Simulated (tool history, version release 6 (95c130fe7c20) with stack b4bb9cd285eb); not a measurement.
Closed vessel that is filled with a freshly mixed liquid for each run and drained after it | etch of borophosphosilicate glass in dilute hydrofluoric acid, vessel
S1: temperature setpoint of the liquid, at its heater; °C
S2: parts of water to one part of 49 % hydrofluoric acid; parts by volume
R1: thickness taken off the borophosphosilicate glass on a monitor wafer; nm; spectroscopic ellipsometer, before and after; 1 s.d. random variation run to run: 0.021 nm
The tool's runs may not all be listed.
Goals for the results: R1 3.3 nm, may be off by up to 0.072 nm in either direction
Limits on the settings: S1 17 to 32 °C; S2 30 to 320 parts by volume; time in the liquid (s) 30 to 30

{"run": 1, "day": 0.0, "S1": 24, "S2": 175, "time in the liquid (s)": 30, "R1": 4.7284}
{"run": 2, "day": 0.146, "S1": 23.5, "S2": 175, "time in the liquid (s)": 30, "R1": 4.6161}
{"run": 3, "day": 0.179, "S1": 23.5, "S2": 175, "time in the liquid (s)": 30, "R1": 4.5844}
{"run": 4, "day": 0.238, "S1": 21.5, "S2": 175, "time in the liquid (s)": 30, "R1": 4.2512}
{"run": 5, "day": 0.258, "S1": 21, "S2": 175, "time in the liquid (s)": 30, "R1": 4.1832}
{"run": 6, "day": 0.6, "S1": 20.5, "S2": 175, "time in the liquid (s)": 30, "R1": 4.1034}
{"run": 7, "day": 0.646, "S1": 20, "S2": 175, "time in the liquid (s)": 30, "R1": 4.0151}
{"run": 8, "day": 0.712, "S1": 19.5, "S2": 175, "time in the liquid (s)": 30, "R1": 3.8995}
{"run": 9, "day": 0.946, "S1": 19, "S2": 175, "time in the liquid (s)": 30, "R1": 3.8138}

Which one of the following 4 next-run settings gets every result inside its allowed miss? There is exactly one.
{"run": "A", "day": 1.179, "S1": 20, "S2": 150, "time in the liquid (s)": 30, "R1": "?"}
{"run": "B", "day": 1.179, "S1": 17.5, "S2": 190, "time in the liquid (s)": 30, "R1": "?"}
{"run": "C", "day": 1.179, "S1": 20.5, "S2": 200, "time in the liquid (s)": 30, "R1": "?"}
{"run": "D", "day": 1.179, "S1": 17, "S2": 200, "time in the liquid (s)": 30, "R1": "?"}

move=A R1=4.7574
move=B R1=3.2683
move=C R1=3.4583
move=D R1=3.0155
A: lands further from the targets than the last run did
B: in spec on every target
C: closes in on the targets versus the last run, not all within tolerance yet
D: takes the biggest miss from the last run beyond its target
Correct choice: B, which meets every target

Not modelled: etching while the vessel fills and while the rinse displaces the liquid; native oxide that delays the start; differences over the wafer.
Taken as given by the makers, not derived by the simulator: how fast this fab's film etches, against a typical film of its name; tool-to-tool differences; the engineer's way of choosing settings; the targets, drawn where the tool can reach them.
